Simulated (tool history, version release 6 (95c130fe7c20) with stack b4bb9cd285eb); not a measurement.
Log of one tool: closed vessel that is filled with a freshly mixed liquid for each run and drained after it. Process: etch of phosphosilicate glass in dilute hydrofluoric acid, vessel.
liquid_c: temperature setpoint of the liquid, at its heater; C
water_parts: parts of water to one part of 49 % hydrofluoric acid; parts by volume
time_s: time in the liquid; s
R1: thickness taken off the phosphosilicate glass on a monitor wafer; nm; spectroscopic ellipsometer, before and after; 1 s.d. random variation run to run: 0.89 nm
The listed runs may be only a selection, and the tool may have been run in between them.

{"run": 1, "hour": 0.0, "liquid_c": 22, "water_parts": 110, "time_s": 100, "R1": 131.13}
{"run": 2, "hour": 6.2, "liquid_c": 22, "water_parts": 95, "time_s": 100, "R1": 154.09}
{"run": 3, "hour": 13.9, "liquid_c": 24.5, "water_parts": 85, "time_s": 100, "R1": 192.95}
{"run": 4, "hour": 19.7, "liquid_c": 26, "water_parts": 85, "time_s": 100, "R1": 204.15}
{"run": 5, "hour": 20.8, "liquid_c": 26, "water_parts": 85, "time_s": 105, "R1": 215.06}
{"run": 6, "hour": 26.3, "liquid_c": 27.5, "water_parts": 80, "time_s": 105, "R1": 244.16}

Estimate the outcome of run 7 from the log above:
{"run": 7, "hour": 34.9, "liquid_c": 28.5, "water_parts": 80, "time_s": 105, "R1": "?"}

Run 7 came out at R1 253.07 nm.
